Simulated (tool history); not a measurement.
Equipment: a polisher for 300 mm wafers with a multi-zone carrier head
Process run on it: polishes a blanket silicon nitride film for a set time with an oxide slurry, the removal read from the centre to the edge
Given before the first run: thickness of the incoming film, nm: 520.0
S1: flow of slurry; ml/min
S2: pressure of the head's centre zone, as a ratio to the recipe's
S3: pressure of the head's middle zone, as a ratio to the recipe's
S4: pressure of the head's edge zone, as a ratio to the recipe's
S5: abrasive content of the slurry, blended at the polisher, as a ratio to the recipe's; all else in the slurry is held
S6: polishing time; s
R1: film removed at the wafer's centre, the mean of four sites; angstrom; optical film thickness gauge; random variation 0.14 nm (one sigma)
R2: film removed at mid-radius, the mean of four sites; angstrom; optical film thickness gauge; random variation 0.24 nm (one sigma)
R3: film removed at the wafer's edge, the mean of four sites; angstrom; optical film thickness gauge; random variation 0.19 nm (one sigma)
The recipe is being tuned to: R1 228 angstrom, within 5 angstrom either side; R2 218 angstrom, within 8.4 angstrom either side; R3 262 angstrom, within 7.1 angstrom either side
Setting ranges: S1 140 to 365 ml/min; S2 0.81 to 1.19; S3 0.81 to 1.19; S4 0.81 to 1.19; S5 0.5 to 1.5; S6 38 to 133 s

run	hour	S1	S2	S3	S4	S5	S6	R1	R2	R3
1	0	235	1	1	1	1	85	460.02	455.62	461.84
2	2.7	235	1	1	1.08	1	85	462.83	448.54	462.37
3	7.4	235	1	1	1.05	1	85	463.19	461.46	456.42
4	14.2	205	1	1	1.05	1	85	454.05	442.57	457.22
5	16.9	200	0.97	0.96	1.06	0.85	77	380.37	369.31	393.59
6	25	190	0.94	0.93	1.07	0.75	71	329.1	329.64	351.33
7	26.4	175	0.93	0.9	1.1	0.7	66	296.13	279.62	325.24
8	33.7	170	0.91	0.88	1.09	0.65	63	270.53	258.94	303.59
9	42	165	0.9	0.86	1.07	0.6	62	259.73	244.02	286.26
10	45.8	160	0.88	0.85	1.06	0.55	62	245.87	234.17	277.91
11	47.2	155	0.87	0.84	1.05	0.55	62	244.85	232.34	277.88
12	55.8	155	0.86	0.83	1.04	0.55	62	244.49	228.22	274.68
13	56.7	155	0.85	0.83	1.03	0.55	62	239.03	231.97	276.86
14	63.2	155	0.85	0.83	1.02	0.55	62	240.02	228.45	281.26
15	67.8	155	0.85	0.83	1.02	0.55	61	236.69	228.48	273.72
16	70.1	155	0.85	0.83	1.01	0.55	61	234.5	231.88	270.66
17	79.1	150	0.85	0.82	1.01	0.55	61	233.18	225.7	271.66
18	87.7	150	0.85	0.82	1.01	0.55	61	237.32	226.25	270.73

5 next moves are on the table. One of them brings every result within its allowed miss. Which?
A	96.3	150	0.87	0.85	1.09	0.6	57	?	?	?
B	96.3	140	0.92	0.85	1.03	0.55	60	?	?	?
C	96.3	155	0.83	0.92	0.94	0.5	61	?	?	?
D	96.3	140	0.93	0.92	0.88	0.5	60	?	?	?
E	96.3	165	0.89	0.9	0.98	0.75	55	?	?	?

move	R1	R2	R3
A	229.06	220.48	267.6
B	243.72	225	269.35
C	227.65	242.25	263.43
D	240.4	234.88	252.08
E	241.59	239.11	267.41
A: every result lands within tolerance
B: the biggest miss grows against the last run
C: brings the last run's worst result on target, with another outside its allowed miss
D: the biggest miss grows against the last run
E: the biggest miss grows against the last run
Go with A: it meets all targets.

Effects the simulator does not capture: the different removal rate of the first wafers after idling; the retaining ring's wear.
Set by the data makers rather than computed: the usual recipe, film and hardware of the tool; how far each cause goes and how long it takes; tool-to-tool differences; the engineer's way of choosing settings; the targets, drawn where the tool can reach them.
